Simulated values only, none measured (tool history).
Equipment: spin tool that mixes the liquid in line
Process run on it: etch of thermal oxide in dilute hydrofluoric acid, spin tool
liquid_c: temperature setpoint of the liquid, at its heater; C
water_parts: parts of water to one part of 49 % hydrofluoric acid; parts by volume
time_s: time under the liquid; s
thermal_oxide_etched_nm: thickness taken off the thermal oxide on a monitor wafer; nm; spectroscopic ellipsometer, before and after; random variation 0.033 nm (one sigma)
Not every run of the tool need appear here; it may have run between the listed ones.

| run | hour | liquid_c | water_parts | time_s | thermal_oxide_etched_nm |
|---|---|---|---|---|---|
| 1 | 0.0 | 25.0 | 175 | 300 | 7.2267 |
| 2 | 4.0 | 25.0 | 175 | 300 | 7.1855 |
| 3 | 7.8 | 22.5 | 185 | 300 | 6.1275 |
| 4 | 8.6 | 21.0 | 195 | 300 | 5.4322 |
| 5 | 16.0 | 20.0 | 200 | 300 | 5.0347 |
| 6 | 18.9 | 18.5 | 200 | 300 | 4.7511 |
| 7 | 20.7 | 18.0 | 200 | 300 | 4.6613 |

What will run 8 give?
| 8 | 25.5 | 17.5 | 200 | 300 | ? |

{"run 8": {"thermal_oxide_etched_nm": 4.5637}}

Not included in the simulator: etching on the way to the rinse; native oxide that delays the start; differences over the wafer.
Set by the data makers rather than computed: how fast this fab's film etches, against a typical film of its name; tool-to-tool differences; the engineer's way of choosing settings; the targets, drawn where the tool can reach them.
